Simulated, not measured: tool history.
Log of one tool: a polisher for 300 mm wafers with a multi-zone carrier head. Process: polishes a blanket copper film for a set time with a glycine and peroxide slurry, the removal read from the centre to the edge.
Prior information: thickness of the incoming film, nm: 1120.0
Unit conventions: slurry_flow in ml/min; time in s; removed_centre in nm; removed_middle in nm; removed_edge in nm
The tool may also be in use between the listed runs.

Run 1, hour 0: slurry_flow 165 ml/min, centre_zone 1, middle_zone 1, edge_zone 1, time 50 s. Result: removed_centre 197.38 nm, removed_middle 199.29 nm, removed_edge 193.57 nm.
Run 2, hour 7.8: slurry_flow 170 ml/min, centre_zone 1.01, middle_zone 1.02, edge_zone 1.02, time 52 s. Result: removed_centre 210.19 nm, removed_middle 208.28 nm, removed_edge 202.97 nm.
Run 3, hour 11.4: slurry_flow 170 ml/min, centre_zone 1.01, middle_zone 0.96, edge_zone 1.02, time 52 s. Result: removed_centre 207.75 nm, removed_middle 201.22 nm, removed_edge 205.93 nm.
Run 4, hour 14.5: slurry_flow 170 ml/min, centre_zone 1.01, middle_zone 0.88, edge_zone 1.02, time 52 s. Result: removed_centre 212.69 nm, removed_middle 187.61 nm, removed_edge 203.38 nm.
Run 5, hour 22.9: slurry_flow 180 ml/min, centre_zone 1.02, middle_zone 0.92, edge_zone 1.03, time 54 s. Result: removed_centre 219.55 nm, removed_middle 202.69 nm, removed_edge 212.53 nm.
Run 6, hour 26.8: slurry_flow 180 ml/min, centre_zone 1.08, middle_zone 0.92, edge_zone 1.03, time 54 s. Result: removed_centre 233.41 nm, removed_middle 201.86 nm, removed_edge 213.57 nm.
Run 7, hour 32.3: slurry_flow 180 ml/min, centre_zone 1.08, middle_zone 0.92, edge_zone 1.03, time 54 s. Result: removed_centre 233.39 nm, removed_middle 202.44 nm, removed_edge 214.74 nm.
Run 8, hour 33.3: slurry_flow 230 ml/min, centre_zone 1.05, middle_zone 1.02, edge_zone 1.13, time 67 s. Result: removed_centre 285.87 nm, removed_middle 287.44 nm, removed_edge 281.7 nm.
Run 9, hour 39.2: slurry_flow 230 ml/min, centre_zone 1.05, middle_zone 1.03, edge_zone 1.13, time 67 s. Result: removed_centre 286.85 nm, removed_middle 285.45 nm, removed_edge 283.64 nm.
Run 10, hour 45.4: slurry_flow 230 ml/min, centre_zone 1.05, middle_zone 1.04, edge_zone 1.13, time 67 s. Result: removed_centre 288.29 nm, removed_middle 286.83 nm, removed_edge 282.25 nm.
Run 11, hour 53.2: slurry_flow 230 ml/min, centre_zone 1.05, middle_zone 1.05, edge_zone 1.13, time 67 s. Result: removed_centre 293.65 nm, removed_middle 289.88 nm, removed_edge 282.89 nm.
Run 12, hour 59.4: slurry_flow 230 ml/min, centre_zone 1.04, middle_zone 1.06, edge_zone 1.13, time 67 s. Result: removed_centre 288.59 nm, removed_middle 293.1 nm, removed_edge 280.39 nm.
Run 13, hour 63: slurry_flow 230 ml/min, centre_zone 1.04, middle_zone 1.07, edge_zone 1.13, time 67 s. Result: removed_centre 287.26 nm, removed_middle 292.9 nm, removed_edge 280.64 nm.

For run 14, what comes out?
Run 14, hour 64.1: slurry_flow 230 ml/min, centre_zone 1.04, middle_zone 1.08, edge_zone 1.13, time 67 s. Result: removed_centre ?, removed_middle ?, removed_edge ?.

removed_centre: 289.78 nm
removed_middle: 295.68 nm
removed_edge: 280.84 nm
